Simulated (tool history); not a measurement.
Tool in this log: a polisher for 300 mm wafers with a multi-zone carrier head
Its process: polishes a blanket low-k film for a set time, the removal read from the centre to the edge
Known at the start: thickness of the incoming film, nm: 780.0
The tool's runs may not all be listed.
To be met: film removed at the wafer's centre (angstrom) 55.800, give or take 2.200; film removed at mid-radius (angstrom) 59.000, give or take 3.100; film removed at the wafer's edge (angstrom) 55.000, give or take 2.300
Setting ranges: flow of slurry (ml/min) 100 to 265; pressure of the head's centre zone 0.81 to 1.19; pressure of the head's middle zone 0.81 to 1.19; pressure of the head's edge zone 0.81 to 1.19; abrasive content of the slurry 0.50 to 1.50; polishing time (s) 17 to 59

run,hour,flow of slurry (ml/min),pressure of the head's centre zone,pressure of the head's middle zone,pressure of the head's edge zone,abrasive content of the slurry,polishing time (s),film removed at the wafer's centre (angstrom),film removed at mid-radius (angstrom),film removed at the wafer's edge (angstrom)
1,0.0,170,1.00,1.00,1.00,1.00,38,115.870,114.500,114.490
2,1.8,210,1.00,1.00,1.00,1.00,38,118.840,117.480,115.870
3,3.8,210,1.00,1.06,1.00,1.00,38,118.380,123.870,116.960
4,8.0,210,0.99,1.05,0.98,0.90,34,97.644,98.794,98.172
5,12.6,210,0.93,1.05,0.98,0.90,34,95.250,100.060,97.187
6,16.9,215,0.93,1.08,0.94,0.80,32,83.944,90.147,83.353
7,25.2,210,0.91,1.07,0.92,0.75,31,77.850,83.844,77.619
8,32.4,165,0.85,1.01,0.82,0.50,25,41.588,45.346,42.580

Of the 5 settings listed for the next run, only one would bring every result within its allowed miss of target. Which one?
A,39.6,185,0.96,1.13,0.81,0.55,30,?,?,?
B,39.6,145,0.99,1.19,0.81,0.50,34,?,?,?
C,39.6,200,1.07,1.07,0.81,0.65,24,?,?,?
D,39.6,160,0.86,1.04,0.81,0.50,21,?,?,?
E,39.6,180,0.91,1.01,0.87,0.60,27,?,?,?

move,film removed at the wafer's centre (angstrom),film removed at mid-radius (angstrom),film removed at the wafer's edge (angstrom)
A,60.200,64.524,54.475
B,61.518,66.780,55.250
C,59.885,57.890,50.273
D,35.243,38.855,34.518
E,56.038,58.568,54.117
A: takes the biggest miss from the last run beyond its target
B: takes the biggest miss from the last run beyond its target
C: takes the biggest miss from the last run beyond its target
D: further off than the last run
E: meets every target
The move that meets every target is E.
